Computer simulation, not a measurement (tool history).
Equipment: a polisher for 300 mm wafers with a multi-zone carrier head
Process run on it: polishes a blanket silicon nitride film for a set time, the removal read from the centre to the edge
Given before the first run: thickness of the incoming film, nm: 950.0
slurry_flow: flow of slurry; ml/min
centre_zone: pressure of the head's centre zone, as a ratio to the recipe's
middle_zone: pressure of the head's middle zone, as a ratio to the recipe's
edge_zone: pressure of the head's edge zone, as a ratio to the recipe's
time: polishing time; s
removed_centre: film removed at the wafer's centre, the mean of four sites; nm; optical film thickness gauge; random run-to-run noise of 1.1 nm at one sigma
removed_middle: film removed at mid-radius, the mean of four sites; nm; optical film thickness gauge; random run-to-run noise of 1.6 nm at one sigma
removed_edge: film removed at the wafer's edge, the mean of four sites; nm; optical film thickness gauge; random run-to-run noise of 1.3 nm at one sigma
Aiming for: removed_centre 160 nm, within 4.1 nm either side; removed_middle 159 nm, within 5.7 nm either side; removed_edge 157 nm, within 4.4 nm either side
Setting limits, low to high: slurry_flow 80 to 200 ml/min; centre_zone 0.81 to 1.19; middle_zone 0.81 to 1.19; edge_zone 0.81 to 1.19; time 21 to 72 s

run 1 hour=0 | slurry_flow=130 centre_zone=1 middle_zone=1 edge_zone=1 time=46 | removed_centre=130.57 removed_middle=133.75 removed_edge=133.75
run 2 hour=2.5 | slurry_flow=140 centre_zone=1.01 middle_zone=1.01 edge_zone=1.03 time=46 | removed_centre=134.4 removed_middle=136.95 removed_edge=136.18
run 3 hour=11.4 | slurry_flow=150 centre_zone=1.02 middle_zone=1.02 edge_zone=1.06 time=47 | removed_centre=139.98 removed_middle=144.24 removed_edge=142.95
run 4 hour=16.8 | slurry_flow=160 centre_zone=1.03 middle_zone=1.02 edge_zone=1.07 time=47 | removed_centre=145.13 removed_middle=147.61 removed_edge=144.48
run 5 hour=22.1 | slurry_flow=165 centre_zone=1.03 middle_zone=1.02 edge_zone=1.09 time=47 | removed_centre=144.12 removed_middle=145.32 removed_edge=145.48
run 6 hour=29.1 | slurry_flow=165 centre_zone=1.03 middle_zone=1.02 edge_zone=1.01 time=47 | removed_centre=143.45 removed_middle=147.42 removed_edge=141.36
run 7 hour=36.3 | slurry_flow=170 centre_zone=1.04 middle_zone=1.02 edge_zone=1.04 time=47 | removed_centre=146.18 removed_middle=143.98 removed_edge=142.91
run 8 hour=42.9 | slurry_flow=170 centre_zone=1.05 middle_zone=1.03 edge_zone=1.06 time=47 | removed_centre=144.95 removed_middle=148.97 removed_edge=143

Which of these 5 next moves meets every target?
run A hour=49.5 | slurry_flow=160 centre_zone=0.87 middle_zone=0.9 edge_zone=1.14 time=49 | removed_centre=? removed_middle=? removed_edge=?
run B hour=49.5 | slurry_flow=140 centre_zone=0.81 middle_zone=0.93 edge_zone=1.17 time=51 | removed_centre=? removed_middle=? removed_edge=?
run C hour=49.5 | slurry_flow=140 centre_zone=0.81 middle_zone=1.1 edge_zone=1.1 time=49 | removed_centre=? removed_middle=? removed_edge=?
run D hour=49.5 | slurry_flow=120 centre_zone=0.85 middle_zone=1.03 edge_zone=1.17 time=54 | removed_centre=? removed_middle=? removed_edge=?
run E hour=49.5 | slurry_flow=160 centre_zone=1.04 middle_zone=1.01 edge_zone=1.04 time=52 | removed_centre=? removed_middle=? removed_edge=?

move=A removed_centre=130.5 removed_middle=137.72 removed_edge=152.68
move=B removed_centre=125.97 removed_middle=144.45 removed_edge=158.41
move=C removed_centre=121.18 removed_middle=159.96 removed_edge=147.84
move=D removed_centre=134.53 removed_middle=162.62 removed_edge=164.65
move=E removed_centre=158.88 removed_middle=160.89 removed_edge=155.6
A: lands further from the targets than the last run did
B: lands further from the targets than the last run did
C: lands further from the targets than the last run did
D: lands further from the targets than the last run did
E: every result lands within tolerance
Go with E: it meets all targets.
